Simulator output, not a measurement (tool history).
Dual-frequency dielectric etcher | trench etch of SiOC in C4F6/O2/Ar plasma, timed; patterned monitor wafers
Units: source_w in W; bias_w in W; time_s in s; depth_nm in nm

run 1 hour=0.0 | source_w=320 bias_w=200 time_s=15.5 | depth_nm=28.643
run 2 hour=0.9 | source_w=340 bias_w=203 time_s=15.5 | depth_nm=29.212
run 3 hour=9.4 | source_w=360 bias_w=207 time_s=15.5 | depth_nm=30.151
run 4 hour=10.5 | source_w=330 bias_w=207 time_s=15.5 | depth_nm=29.167
run 5 hour=16.0 | source_w=330 bias_w=207 time_s=15.5 | depth_nm=29.106
run 6 hour=17.6 | source_w=330 bias_w=207 time_s=15.5 | depth_nm=29.180
run 7 hour=19.8 | source_w=350 bias_w=210 time_s=15.5 | depth_nm=29.837

Run 8 comes next. What will it give?
run 8 hour=25.5 | source_w=360 bias_w=213 time_s=15.5 | depth_nm=?

Run 8 gave depth_nm 30.137 nm.

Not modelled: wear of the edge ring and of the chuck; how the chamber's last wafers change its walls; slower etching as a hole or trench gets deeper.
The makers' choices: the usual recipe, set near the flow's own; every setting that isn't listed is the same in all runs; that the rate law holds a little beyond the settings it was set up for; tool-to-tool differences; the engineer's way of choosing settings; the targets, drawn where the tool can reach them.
